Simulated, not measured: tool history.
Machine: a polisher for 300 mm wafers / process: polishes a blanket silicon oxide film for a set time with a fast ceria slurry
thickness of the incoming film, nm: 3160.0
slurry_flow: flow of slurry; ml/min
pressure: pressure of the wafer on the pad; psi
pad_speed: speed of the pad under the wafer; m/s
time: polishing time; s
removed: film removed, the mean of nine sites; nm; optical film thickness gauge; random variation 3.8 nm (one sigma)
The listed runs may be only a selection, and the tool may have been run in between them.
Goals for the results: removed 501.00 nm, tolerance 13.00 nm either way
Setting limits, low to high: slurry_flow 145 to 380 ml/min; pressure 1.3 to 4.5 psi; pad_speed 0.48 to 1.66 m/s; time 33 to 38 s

run  hour  slurry_flow  pressure  pad_speed  time  removed
  1   0.0          245       2.9       1.06    38   781.08
  2   5.0          270       2.9       1.06    38   771.94
  3  13.5          320       2.9       1.06    38   791.51
  4  15.6          320       3.4       1.06    38   922.91
  5  23.7          320       3.4       1.06    38   925.45
  6  31.3          320       3.4       0.84    38   736.24
  7  37.4          320       3.2       0.84    38   687.79
  8  40.7          320       3.1       0.84    38   665.58
  9  49.2          320       3.0       0.84    38   655.39
 10  56.4          295       2.2       0.84    38   480.91

Pick the move, out of 4, that brings all results within their allowed miss; only one does.
  A  63.6          325       2.4       0.84    38        ?
  B  63.6          205       2.9       0.76    37        ?
  C  63.6          275       2.4       0.76    38        ?
  D  63.6          315       2.4       0.88    35        ?

move  removed
   A   521.55
   B   532.19
   C   467.54
   D   501.21
A: moves the result that the last run missed by most past its target, out the other side
B: moves the result that the last run missed by most past its target, out the other side
C: the biggest miss grows against the last run
D: in spec on every target
Go with D: it meets all targets.
